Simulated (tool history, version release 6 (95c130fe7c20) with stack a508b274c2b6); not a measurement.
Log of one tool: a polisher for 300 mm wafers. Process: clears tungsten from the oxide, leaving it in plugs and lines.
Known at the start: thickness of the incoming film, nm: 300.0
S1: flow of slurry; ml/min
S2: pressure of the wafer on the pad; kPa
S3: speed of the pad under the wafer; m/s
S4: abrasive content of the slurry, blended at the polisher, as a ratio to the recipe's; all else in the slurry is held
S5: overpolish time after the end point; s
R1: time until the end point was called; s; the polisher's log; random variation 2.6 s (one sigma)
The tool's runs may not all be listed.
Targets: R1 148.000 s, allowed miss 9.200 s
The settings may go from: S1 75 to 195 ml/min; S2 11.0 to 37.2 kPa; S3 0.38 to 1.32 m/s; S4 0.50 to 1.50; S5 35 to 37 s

{"run": 1, "day": 0.0, "S1": 125, "S2": 24.1, "S3": 0.84, "S4": 1.0, "S5": 35, "R1": 82.995}
{"run": 2, "day": 0.142, "S1": 125, "S2": 21.4, "S3": 0.82, "S4": 1.0, "S5": 35, "R1": 96.709}
{"run": 3, "day": 0.212, "S1": 125, "S2": 21.4, "S3": 0.82, "S4": 1.0, "S5": 35, "R1": 95.78}
{"run": 4, "day": 0.338, "S1": 125, "S2": 21.4, "S3": 0.94, "S4": 1.0, "S5": 35, "R1": 84.257}
{"run": 5, "day": 0.679, "S1": 125, "S2": 19.3, "S3": 0.92, "S4": 1.0, "S5": 35, "R1": 91.089}
{"run": 6, "day": 0.721, "S1": 125, "S2": 19.3, "S3": 1.1, "S4": 1.0, "S5": 35, "R1": 78.233}
{"run": 7, "day": 1.0, "S1": 125, "S2": 17.2, "S3": 1.04, "S4": 1.0, "S5": 35, "R1": 92.317}
{"run": 8, "day": 1.158, "S1": 125, "S2": 15.9, "S3": 1.0, "S4": 1.0, "S5": 35, "R1": 103.08}
{"run": 9, "day": 1.396, "S1": 125, "S2": 14.5, "S3": 0.98, "S4": 1.0, "S5": 35, "R1": 111.19}
{"run": 10, "day": 1.533, "S1": 125, "S2": 13.8, "S3": 0.96, "S4": 1.0, "S5": 35, "R1": 122.73}
{"run": 11, "day": 1.7, "S1": 120, "S2": 11.0, "S3": 0.92, "S4": 1.0, "S5": 35, "R1": 157.97}
{"run": 12, "day": 1.858, "S1": 125, "S2": 11.0, "S3": 0.92, "S4": 1.0, "S5": 35, "R1": 154.55}
{"run": 13, "day": 1.917, "S1": 125, "S2": 11.0, "S3": 0.92, "S4": 1.0, "S5": 35, "R1": 159.7}

4 next moves are on the table. One of them brings every result within its allowed miss. Which?
{"run": "A", "day": 1.975, "S1": 130, "S2": 11.0, "S3": 0.92, "S4": 0.85, "S5": 35, "R1": "?"}
{"run": "B", "day": 1.975, "S1": 145, "S2": 11.0, "S3": 0.76, "S4": 1.05, "S5": 35, "R1": "?"}
{"run": "C", "day": 1.975, "S1": 120, "S2": 15.2, "S3": 0.78, "S4": 0.8, "S5": 35, "R1": "?"}
{"run": "D", "day": 1.975, "S1": 150, "S2": 15.9, "S3": 0.6, "S4": 0.85, "S5": 37, "R1": "?"}

move=A R1=164.350
move=B R1=184.030
move=C R1=147.520
move=D R1=171.370
A: further off than the last run
B: further off than the last run
C: meets every target
D: further off than the last run
Answer: C

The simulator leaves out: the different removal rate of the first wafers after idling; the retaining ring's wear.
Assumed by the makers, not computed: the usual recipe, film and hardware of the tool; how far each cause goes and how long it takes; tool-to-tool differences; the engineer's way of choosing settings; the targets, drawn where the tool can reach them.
